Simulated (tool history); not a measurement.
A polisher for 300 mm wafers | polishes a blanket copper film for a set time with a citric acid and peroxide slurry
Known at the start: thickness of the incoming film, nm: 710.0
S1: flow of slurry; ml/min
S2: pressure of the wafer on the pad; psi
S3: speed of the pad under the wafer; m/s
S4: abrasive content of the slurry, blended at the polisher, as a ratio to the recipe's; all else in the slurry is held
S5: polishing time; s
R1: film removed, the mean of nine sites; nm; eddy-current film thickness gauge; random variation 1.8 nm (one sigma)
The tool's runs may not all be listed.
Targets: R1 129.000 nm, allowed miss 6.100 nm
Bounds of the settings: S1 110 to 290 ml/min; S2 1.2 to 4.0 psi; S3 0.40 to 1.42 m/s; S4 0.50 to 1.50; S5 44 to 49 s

run 1 hour=0.0 | S1=185 S2=2.6 S3=0.90 S4=1.00 S5=49 | R1=101.440
run 2 hour=1.0 | S1=185 S2=2.6 S3=0.90 S4=1.10 S5=49 | R1=107.260
run 3 hour=1.8 | S1=185 S2=2.6 S3=0.90 S4=1.25 S5=49 | R1=109.800
run 4 hour=5.6 | S1=185 S2=2.6 S3=0.80 S4=1.25 S5=49 | R1=98.401
run 5 hour=14.0 | S1=185 S2=2.6 S3=0.60 S4=1.25 S5=49 | R1=74.703
run 6 hour=19.3 | S1=185 S2=2.6 S3=0.44 S4=1.25 S5=49 | R1=54.478
run 7 hour=27.7 | S1=185 S2=2.9 S3=0.48 S4=1.25 S5=49 | R1=64.354
run 8 hour=31.6 | S1=185 S2=3.1 S3=0.52 S4=1.25 S5=49 | R1=73.114
run 9 hour=40.2 | S1=185 S2=3.3 S3=0.56 S4=1.25 S5=49 | R1=81.133
run 10 hour=46.7 | S1=185 S2=3.4 S3=0.60 S4=1.25 S5=49 | R1=87.330
run 11 hour=51.1 | S1=185 S2=3.5 S3=0.64 S4=1.25 S5=49 | R1=100.500
run 12 hour=56.4 | S1=185 S2=3.6 S3=0.66 S4=1.25 S5=49 | R1=103.710
run 13 hour=63.7 | S1=185 S2=3.7 S3=0.68 S4=1.25 S5=49 | R1=107.230
run 14 hour=71.2 | S1=185 S2=3.8 S3=0.70 S4=1.25 S5=49 | R1=112.870
run 15 hour=78.0 | S1=185 S2=3.8 S3=0.72 S4=1.25 S5=49 | R1=117.170
run 16 hour=82.4 | S1=185 S2=3.9 S3=0.74 S4=1.25 S5=49 | R1=122.320
run 17 hour=87.4 | S1=185 S2=3.9 S3=0.74 S4=1.25 S5=49 | R1=119.430

4 next moves are on the table. One of them brings every result within its allowed miss. Which?
run A hour=92.4 | S1=195 S2=4.0 S3=0.72 S4=1.20 S5=44 | R1=?
run B hour=92.4 | S1=175 S2=4.0 S3=0.80 S4=1.10 S5=49 | R1=?
run C hour=92.4 | S1=180 S2=4.0 S3=0.70 S4=1.30 S5=49 | R1=?
run D hour=92.4 | S1=175 S2=3.7 S3=0.74 S4=1.25 S5=48 | R1=?

move=A R1=108.490
move=B R1=129.140
move=C R1=119.280
move=D R1=114.550
A: further off than the last run
B: meets every target
C: as far off as the last run
D: further off than the last run
Move B is the one to make.

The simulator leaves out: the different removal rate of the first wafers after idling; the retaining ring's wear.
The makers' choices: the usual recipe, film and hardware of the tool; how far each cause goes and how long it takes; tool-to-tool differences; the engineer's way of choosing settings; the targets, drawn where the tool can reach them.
